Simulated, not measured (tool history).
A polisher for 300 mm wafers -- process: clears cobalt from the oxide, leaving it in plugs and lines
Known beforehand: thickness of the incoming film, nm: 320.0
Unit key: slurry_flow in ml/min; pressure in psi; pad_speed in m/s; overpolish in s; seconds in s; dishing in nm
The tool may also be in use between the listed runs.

Run 1, hour 0: slurry_flow 170 ml/min, pressure 1.4 psi, pad_speed 1.02 m/s, overpolish 21 s. Result: seconds 86.115 s, dishing 49.234 nm.
Run 2, hour 6: slurry_flow 165 ml/min, pressure 1.3 psi, pad_speed 1.02 m/s, overpolish 16 s. Result: seconds 95.054 s, dishing 39.328 nm.
Run 3, hour 13.2: slurry_flow 140 ml/min, pressure 1.3 psi, pad_speed 1.06 m/s, overpolish 13 s. Result: seconds 91.481 s, dishing 34.536 nm.
Run 4, hour 15.9: slurry_flow 140 ml/min, pressure 1.3 psi, pad_speed 1.06 m/s, overpolish 19 s. Result: seconds 94.269 s, dishing 41.558 nm.
Run 5, hour 22.8: slurry_flow 130 ml/min, pressure 1.3 psi, pad_speed 1.06 m/s, overpolish 14 s. Result: seconds 94.024 s, dishing 35.762 nm.
Run 6, hour 28: slurry_flow 120 ml/min, pressure 1.2 psi, pad_speed 1.08 m/s, overpolish 11 s. Result: seconds 100.51 s, dishing 30.165 nm.

Run 7 has not been measured yet. What should we expect?
At hour 36.7: head pressure recalibrated.
Run 7, hour 36.7: slurry_flow 115 ml/min, pressure 1.2 psi, pad_speed 1.08 m/s, overpolish 9 s. Result: seconds ?, dishing ?.

seconds: 94.689 s
dishing: 26.891 nm

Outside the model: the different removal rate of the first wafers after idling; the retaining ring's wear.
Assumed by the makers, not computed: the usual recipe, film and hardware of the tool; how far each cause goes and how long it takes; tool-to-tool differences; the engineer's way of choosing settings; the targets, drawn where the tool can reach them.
